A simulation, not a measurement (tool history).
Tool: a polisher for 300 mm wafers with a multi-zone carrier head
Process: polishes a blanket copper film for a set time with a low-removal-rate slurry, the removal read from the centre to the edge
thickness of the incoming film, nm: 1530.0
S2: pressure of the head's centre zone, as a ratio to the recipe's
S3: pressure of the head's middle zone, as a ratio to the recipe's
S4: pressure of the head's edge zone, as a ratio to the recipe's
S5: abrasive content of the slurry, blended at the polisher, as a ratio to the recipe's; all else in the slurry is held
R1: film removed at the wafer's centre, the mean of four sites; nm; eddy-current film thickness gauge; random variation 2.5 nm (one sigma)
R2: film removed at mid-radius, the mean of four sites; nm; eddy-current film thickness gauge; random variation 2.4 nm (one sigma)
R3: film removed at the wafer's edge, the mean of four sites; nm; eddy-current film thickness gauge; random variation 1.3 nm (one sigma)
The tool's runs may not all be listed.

{"run": 1, "hour": 0.0, "flow of slurry (ml/min)": 315, "S2": 1.0, "S3": 1.0, "S4": 1.0, "S5": 1.0, "polishing time (s)": 77, "R1": 389.01, "R2": 377.97, "R3": 385.77}
{"run": 2, "hour": 6.6, "flow of slurry (ml/min)": 315, "S2": 0.92, "S3": 1.0, "S4": 1.0, "S5": 1.0, "polishing time (s)": 77, "R1": 357.97, "R2": 373.21, "R3": 383.96}
{"run": 3, "hour": 10.0, "flow of slurry (ml/min)": 315, "S2": 0.92, "S3": 1.06, "S4": 1.0, "S5": 1.0, "polishing time (s)": 77, "R1": 351.52, "R2": 401.56, "R3": 383.27}
{"run": 4, "hour": 10.9, "flow of slurry (ml/min)": 315, "S2": 0.93, "S3": 1.03, "S4": 0.97, "S5": 0.9, "polishing time (s)": 69, "R1": 310.22, "R2": 334.52, "R3": 334.62}
{"run": 5, "hour": 17.6, "flow of slurry (ml/min)": 315, "S2": 0.93, "S3": 1.03, "S4": 1.0, "S5": 0.9, "polishing time (s)": 69, "R1": 309.89, "R2": 335.54, "R3": 338.91}
{"run": 6, "hour": 22.0, "flow of slurry (ml/min)": 380, "S2": 0.93, "S3": 1.03, "S4": 1.0, "S5": 0.9, "polishing time (s)": 69, "R1": 310.82, "R2": 345.63, "R3": 339.46}
{"run": 7, "hour": 29.7, "flow of slurry (ml/min)": 380, "S2": 0.96, "S3": 1.02, "S4": 0.97, "S5": 0.8, "polishing time (s)": 62, "R1": 286.87, "R2": 299.67, "R3": 292.71}
{"run": 8, "hour": 37.0, "flow of slurry (ml/min)": 375, "S2": 0.96, "S3": 1.0, "S4": 0.95, "S5": 0.75, "polishing time (s)": 58, "R1": 261.98, "R2": 271.03, "R3": 269.72}
{"run": 9, "hour": 41.3, "flow of slurry (ml/min)": 375, "S2": 0.97, "S3": 0.98, "S4": 0.93, "S5": 0.7, "polishing time (s)": 55, "R1": 246.59, "R2": 248.22, "R3": 249.53}
{"run": 10, "hour": 42.9, "flow of slurry (ml/min)": 375, "S2": 0.98, "S3": 0.96, "S4": 0.91, "S5": 0.65, "polishing time (s)": 53, "R1": 239.18, "R2": 230.37, "R3": 236.44}
{"run": 11, "hour": 43.7, "flow of slurry (ml/min)": 375, "S2": 0.99, "S3": 0.95, "S4": 0.9, "S5": 0.6, "polishing time (s)": 52, "R1": 233.44, "R2": 221.62, "R3": 224.65}
{"run": 12, "hour": 46.4, "flow of slurry (ml/min)": 375, "S2": 0.99, "S3": 0.93, "S4": 0.88, "S5": 0.6, "polishing time (s)": 51, "R1": 222.64, "R2": 215.78, "R3": 219.31}
{"run": 13, "hour": 49.8, "flow of slurry (ml/min)": 375, "S2": 1.0, "S3": 0.91, "S4": 0.87, "S5": 0.6, "polishing time (s)": 51, "R1": 221.49, "R2": 215.79, "R3": 217.59}
{"run": 14, "hour": 54.3, "flow of slurry (ml/min)": 370, "S2": 1.02, "S3": 0.89, "S4": 0.87, "S5": 0.6, "polishing time (s)": 50, "R1": 231.08, "R2": 205.24, "R3": 211.75}
{"run": 15, "hour": 61.0, "flow of slurry (ml/min)": 365, "S2": 1.02, "S3": 0.88, "S4": 0.86, "S5": 0.6, "polishing time (s)": 50, "R1": 226.46, "R2": 209.14, "R3": 214.18}
{"run": 16, "hour": 66.7, "flow of slurry (ml/min)": 365, "S2": 1.02, "S3": 0.87, "S4": 0.86, "S5": 0.6, "polishing time (s)": 49, "R1": 225.63, "R2": 197.05, "R3": 207.19}

Forecast run 17:
{"run": 17, "hour": 75.6, "flow of slurry (ml/min)": 365, "S2": 1.02, "S3": 0.86, "S4": 0.85, "S5": 0.6, "polishing time (s)": 49, "R1": "?", "R2": "?", "R3": "?"}

R1: 220.01 nm
R2: 198.60 nm
R3: 210.62 nm

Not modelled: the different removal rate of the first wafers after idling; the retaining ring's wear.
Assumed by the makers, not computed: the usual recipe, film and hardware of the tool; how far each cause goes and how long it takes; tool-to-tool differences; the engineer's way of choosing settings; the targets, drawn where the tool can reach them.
